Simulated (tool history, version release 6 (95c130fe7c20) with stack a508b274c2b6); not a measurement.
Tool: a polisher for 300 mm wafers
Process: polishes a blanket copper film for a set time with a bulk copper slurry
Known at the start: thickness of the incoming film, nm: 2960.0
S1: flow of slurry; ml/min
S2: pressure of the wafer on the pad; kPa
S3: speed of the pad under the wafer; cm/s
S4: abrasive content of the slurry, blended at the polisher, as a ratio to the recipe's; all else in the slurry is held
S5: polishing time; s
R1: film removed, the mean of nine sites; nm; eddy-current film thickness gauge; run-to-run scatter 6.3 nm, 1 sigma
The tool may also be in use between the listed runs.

{"run": 1, "hour": 0.0, "S1": 255, "S2": 21.4, "S3": 138, "S4": 1.0, "S5": 84, "R1": 1238.5}
{"run": 2, "hour": 8.7, "S1": 255, "S2": 21.4, "S3": 138, "S4": 1.2, "S5": 84, "R1": 1299.3}
{"run": 3, "hour": 14.2, "S1": 250, "S2": 19.3, "S3": 138, "S4": 1.2, "S5": 84, "R1": 1168.2}
{"run": 4, "hour": 16.2, "S1": 250, "S2": 19.3, "S3": 138, "S4": 1.2, "S5": 84, "R1": 1166.3}
{"run": 5, "hour": 17.8, "S1": 250, "S2": 19.3, "S3": 166, "S4": 1.2, "S5": 84, "R1": 1394.5}
{"run": 6, "hour": 18.4, "S1": 245, "S2": 17.2, "S3": 166, "S4": 1.2, "S5": 84, "R1": 1266.0}
{"run": 7, "hour": 25.8, "S1": 240, "S2": 15.9, "S3": 166, "S4": 1.2, "S5": 84, "R1": 1169.2}

What will run 8 give?
{"run": 8, "hour": 26.9, "S1": 230, "S2": 15.2, "S3": 166, "S4": 1.2, "S5": 84, "R1": "?"}

Run 8 came out at R1 1098.1 nm.
